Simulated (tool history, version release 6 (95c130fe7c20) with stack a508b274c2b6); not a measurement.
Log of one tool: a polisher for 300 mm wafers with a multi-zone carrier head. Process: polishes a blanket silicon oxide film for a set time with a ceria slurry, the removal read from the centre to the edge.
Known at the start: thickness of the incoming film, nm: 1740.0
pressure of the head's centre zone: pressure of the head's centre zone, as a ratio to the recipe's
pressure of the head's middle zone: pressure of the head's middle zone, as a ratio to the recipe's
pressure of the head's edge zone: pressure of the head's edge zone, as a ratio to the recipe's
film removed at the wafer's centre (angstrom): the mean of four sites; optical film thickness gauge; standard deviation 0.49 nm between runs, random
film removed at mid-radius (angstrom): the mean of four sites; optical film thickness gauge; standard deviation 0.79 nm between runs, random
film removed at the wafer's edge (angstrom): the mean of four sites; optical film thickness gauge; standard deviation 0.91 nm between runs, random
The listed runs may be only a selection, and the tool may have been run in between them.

run,day,flow of slurry (ml/min),pressure of the head's centre zone,pressure of the head's middle zone,pressure of the head's edge zone,polishing time (s),film removed at the wafer's centre (angstrom),film removed at mid-radius (angstrom),film removed at the wafer's edge (angstrom)
1,0,310,1,1,1,31,1318,1282.7,1291
2,0.192,310,1,1,1,38,1625.4,1562.8,1572.4
3,0.396,310,0.93,1,1,38,1488.8,1557.6,1575.5
4,0.725,230,0.93,1,1,38,1469.7,1544.1,1526.1
5,0.929,220,0.92,0.97,0.96,32,1219.1,1261.1,1271.8
6,1.017,210,0.91,0.96,0.94,27,1003.7,1079.3,1056.6
7,1.362,220,0.9,0.86,0.85,18,659.77,669.05,686.15
8,1.475,220,0.9,0.88,0.86,18,667.97,677.68,688.55
9,1.512,220,0.9,0.9,0.88,18,666.98,681.6,694.69
10,1.688,220,0.9,0.92,0.89,18,668.42,672.84,692.9

What does the tool deliver on the next run?
11,2.038,220,0.9,0.93,0.88,18,?,?,?

Run 11 came out at film removed at the wafer's centre (angstrom) 670.82, film removed at mid-radius (angstrom) 686.7, film removed at the wafer's edge (angstrom) 688.72.
